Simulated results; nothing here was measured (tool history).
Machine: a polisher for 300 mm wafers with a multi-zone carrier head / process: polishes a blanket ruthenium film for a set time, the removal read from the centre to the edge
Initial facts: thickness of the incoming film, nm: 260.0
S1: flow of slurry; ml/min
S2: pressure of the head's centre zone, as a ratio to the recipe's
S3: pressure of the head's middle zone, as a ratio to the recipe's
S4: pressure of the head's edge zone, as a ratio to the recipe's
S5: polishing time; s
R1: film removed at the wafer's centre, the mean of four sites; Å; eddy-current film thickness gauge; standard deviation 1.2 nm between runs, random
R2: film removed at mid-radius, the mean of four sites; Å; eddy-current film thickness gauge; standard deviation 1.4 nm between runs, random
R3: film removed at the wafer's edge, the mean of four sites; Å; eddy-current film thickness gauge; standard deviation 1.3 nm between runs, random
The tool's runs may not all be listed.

run  hour   S1    S2    S3    S4  S5      R1      R2      R3
  1     0  240     1     1     1  51   819.9  827.08  859.27
  2   5.6  240     1  0.95     1  51  816.46  805.03  849.29
  3  13.6  250  1.03  0.99  1.03  54   907.9  871.68     899
  4  15.4  250  1.03  0.99     1  54  904.21  897.16  883.07
  5  21.6  250  1.03  0.99     1  44   731.6  713.41  733.32
  6  27.5  250  1.03  0.99  1.03  44  739.33   722.9  743.98
  7  31.9  245  1.03  0.99  1.04  50  832.82  803.57  852.99
  8  35.7  245  1.04  1.01  1.06  54  893.32  919.32  938.92

Run 9 has not been measured yet. What should we expect?
  9  42.6  300  1.14  0.97  1.16  65   ?   ?   ?

Run 9 produced R1 1239.6 Å, R2 1078.3 Å, R3 1176.8 Å.
